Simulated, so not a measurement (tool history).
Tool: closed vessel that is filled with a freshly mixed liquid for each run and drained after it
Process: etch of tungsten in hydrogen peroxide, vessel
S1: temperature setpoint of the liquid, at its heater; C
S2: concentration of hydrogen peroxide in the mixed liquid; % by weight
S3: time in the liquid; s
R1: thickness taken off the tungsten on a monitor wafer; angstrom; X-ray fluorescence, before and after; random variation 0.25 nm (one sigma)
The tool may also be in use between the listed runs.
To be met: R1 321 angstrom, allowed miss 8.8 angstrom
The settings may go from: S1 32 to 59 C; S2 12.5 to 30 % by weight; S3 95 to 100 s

| run | hour | S1 | S2 | S3 | R1 |
|---|---|---|---|---|---|
| 1 | 0 | 43 | 23.5 | 95 | 523.58 |
| 2 | 0.6 | 43 | 26 | 95 | 554.47 |
| 3 | 8.5 | 40.5 | 26 | 95 | 478.63 |
| 4 | 14.1 | 40.5 | 29 | 95 | 495.46 |
| 5 | 18.6 | 40.5 | 29 | 100 | 526.23 |
| 6 | 25.1 | 40.5 | 24 | 100 | 483.31 |
| 7 | 27.3 | 33 | 24 | 100 | 292.37 |
| 8 | 32.4 | 33.5 | 24 | 100 | 302.96 |

4 next moves are on the table. One of them brings every result within its allowed miss. Which?
| A | 37.5 | 32 | 26 | 100 | ? |
| B | 37.5 | 35 | 19 | 95 | ? |
| C | 37.5 | 33.5 | 26.5 | 95 | ? |
| D | 37.5 | 34.5 | 24 | 100 | ? |

| move | R1 |
|---|---|
| A | 281.21 |
| B | 279.95 |
| C | 298.76 |
| D | 320.23 |
A: further off than the last run
B: further off than the last run
C: further off than the last run
D: meets every target
The right move is D.
